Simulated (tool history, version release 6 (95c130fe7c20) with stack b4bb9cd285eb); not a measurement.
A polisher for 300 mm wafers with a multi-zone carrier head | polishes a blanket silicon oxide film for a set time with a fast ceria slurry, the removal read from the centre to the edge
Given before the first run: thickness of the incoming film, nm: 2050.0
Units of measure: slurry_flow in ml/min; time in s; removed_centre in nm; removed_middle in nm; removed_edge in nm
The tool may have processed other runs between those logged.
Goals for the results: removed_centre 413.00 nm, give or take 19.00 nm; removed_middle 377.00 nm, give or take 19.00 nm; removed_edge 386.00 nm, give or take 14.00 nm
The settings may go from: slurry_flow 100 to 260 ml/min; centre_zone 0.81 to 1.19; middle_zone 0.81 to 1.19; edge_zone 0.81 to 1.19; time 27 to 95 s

Run 1, hour 0.0: slurry_flow 165 ml/min, centre_zone 1.00, middle_zone 1.00, edge_zone 1.00, time 61 s. Result: removed_centre 583.18 nm, removed_middle 585.77 nm, removed_edge 598.84 nm.
Run 2, hour 7.5: slurry_flow 165 ml/min, centre_zone 1.00, middle_zone 1.00, edge_zone 0.95, time 61 s. Result: removed_centre 588.97 nm, removed_middle 569.90 nm, removed_edge 584.28 nm.
Run 3, hour 13.1: slurry_flow 165 ml/min, centre_zone 1.00, middle_zone 1.00, edge_zone 0.95, time 53 s. Result: removed_centre 502.22 nm, removed_middle 500.69 nm, removed_edge 520.84 nm.
Run 4, hour 14.6: slurry_flow 165 ml/min, centre_zone 1.00, middle_zone 1.00, edge_zone 0.95, time 45 s. Result: removed_centre 429.23 nm, removed_middle 429.41 nm, removed_edge 422.25 nm.
Run 5, hour 15.2: slurry_flow 160 ml/min, centre_zone 1.01, middle_zone 0.99, edge_zone 0.94, time 44 s. Result: removed_centre 429.07 nm, removed_middle 411.77 nm, removed_edge 420.57 nm.
Run 6, hour 21.8: slurry_flow 160 ml/min, centre_zone 1.01, middle_zone 0.99, edge_zone 1.01, time 44 s. Result: removed_centre 420.42 nm, removed_middle 415.13 nm, removed_edge 428.55 nm.
Run 7, hour 28.4: slurry_flow 155 ml/min, centre_zone 1.02, middle_zone 0.99, edge_zone 0.99, time 43 s. Result: removed_centre 420.67 nm, removed_middle 399.72 nm, removed_edge 410.68 nm.
Run 8, hour 30.5: slurry_flow 150 ml/min, centre_zone 1.02, middle_zone 0.99, edge_zone 0.99, time 43 s. Result: removed_centre 397.61 nm, removed_middle 398.48 nm, removed_edge 415.83 nm.

5 candidate next runs follow, results not yet known. Just one meets every target within its allowed miss. Identify it.
Run A, hour 32.6: slurry_flow 215 ml/min, centre_zone 1.08, middle_zone 0.99, edge_zone 0.99, time 38 s. Result: removed_centre ?, removed_middle ?, removed_edge ?.
Run B, hour 32.6: slurry_flow 145 ml/min, centre_zone 1.00, middle_zone 1.01, edge_zone 1.00, time 40 s. Result: removed_centre ?, removed_middle ?, removed_edge ?.
Run C, hour 32.6: slurry_flow 100 ml/min, centre_zone 0.92, middle_zone 1.07, edge_zone 1.05, time 48 s. Result: removed_centre ?, removed_middle ?, removed_edge ?.
Run D, hour 32.6: slurry_flow 120 ml/min, centre_zone 0.97, middle_zone 0.85, edge_zone 1.02, time 45 s. Result: removed_centre ?, removed_middle ?, removed_edge ?.
Run E, hour 32.6: slurry_flow 170 ml/min, centre_zone 0.95, middle_zone 0.99, edge_zone 0.94, time 43 s. Result: removed_centre ?, removed_middle ?, removed_edge ?.

move  removed_centre  removed_middle  removed_edge
   A          412.56          371.30        373.86
   B          372.78          370.64        375.09
   C          366.70          420.97        425.96
   D          385.59          344.50        411.99
   E          395.54          404.75        403.92
A: in spec on every target
B: the worst result of the last run now meets its target, but another is out of spec
C: moves away from the targets compared with the last run
D: an improvement on the last run, though not all results are within tolerance
E: an improvement on the last run, though not all results are within tolerance
A meets every target.
